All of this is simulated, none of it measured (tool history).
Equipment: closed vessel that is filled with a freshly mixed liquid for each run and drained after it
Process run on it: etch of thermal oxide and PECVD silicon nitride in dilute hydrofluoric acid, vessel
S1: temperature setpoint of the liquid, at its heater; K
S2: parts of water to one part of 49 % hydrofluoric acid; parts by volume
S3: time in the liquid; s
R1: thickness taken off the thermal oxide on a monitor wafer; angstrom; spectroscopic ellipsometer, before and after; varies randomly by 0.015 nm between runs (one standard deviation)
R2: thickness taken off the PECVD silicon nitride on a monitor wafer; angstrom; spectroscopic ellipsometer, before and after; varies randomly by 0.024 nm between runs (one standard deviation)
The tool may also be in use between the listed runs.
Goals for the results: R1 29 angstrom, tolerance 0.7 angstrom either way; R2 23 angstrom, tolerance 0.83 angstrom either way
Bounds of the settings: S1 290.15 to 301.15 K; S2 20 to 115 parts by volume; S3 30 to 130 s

run	hour	S1	S2	S3	R1	R2
1	0	293.15	65	65	36.073	23.741
2	4.9	294.65	75	65	32.548	22.592
3	11.1	294.65	75	80	40.371	27.45
4	14.2	294.65	75	65	32.307	22.224
5	23.5	294.65	90	65	26.726	19.141
6	27.1	295.65	90	65	27.655	20.535
7	31.2	296.15	90	65	28.484	20.59
8	38.3	297.15	95	65	27.575	21.15
9	42.6	297.65	95	65	28.248	21.853

Consider the 4 candidate settings below. Which is the only one whose results all fall within their allowed miss of target?
A	46.9	297.65	90	60	?	?
B	46.9	295.15	85	65	?	?
C	46.9	298.65	95	60	?	?
D	46.9	298.15	100	70	?	?

move	R1	R2
A	27.832	21.47
B	29.077	20.84
C	27.235	21.725
D	29.399	23.316
A: the biggest miss grows against the last run
B: the biggest miss grows against the last run
C: the biggest miss grows against the last run
D: all results in spec
D meets every target.
